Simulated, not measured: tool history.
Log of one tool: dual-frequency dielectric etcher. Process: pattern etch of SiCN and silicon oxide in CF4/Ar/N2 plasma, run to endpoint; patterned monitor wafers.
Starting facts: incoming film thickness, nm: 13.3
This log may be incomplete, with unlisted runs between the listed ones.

| run | hour | source power (kW) | bias power (kW) | Ar flow (sccm) | CF4 flow (sccm) | endpoint time (s) |
|---|---|---|---|---|---|---|
| 1 | 0 | 0.32 | 0.071 | 123 | 81 | 20.719 |
| 2 | 8.2 | 0.33 | 0.071 | 123 | 81 | 20.068 |
| 3 | 9.6 | 0.33 | 0.071 | 123 | 95 | 19.552 |
| 4 | 12.3 | 0.3 | 0.071 | 123 | 95 | 21.677 |
| 5 | 18.6 | 0.3 | 0.063 | 123 | 95 | 23.256 |
| 6 | 23.7 | 0.32 | 0.063 | 123 | 95 | 21.535 |
| 7 | 32.1 | 0.33 | 0.063 | 123 | 95 | 20.416 |
| 8 | 39.8 | 0.34 | 0.063 | 123 | 95 | 19.837 |

Run 9, settings as shown, results not yet in. Your forecast:
| 9 | 41.9 | 0.4 | 0.064 | 123 | 95 | ? |

{"run 9": {"endpoint time (s)": 16.744}}
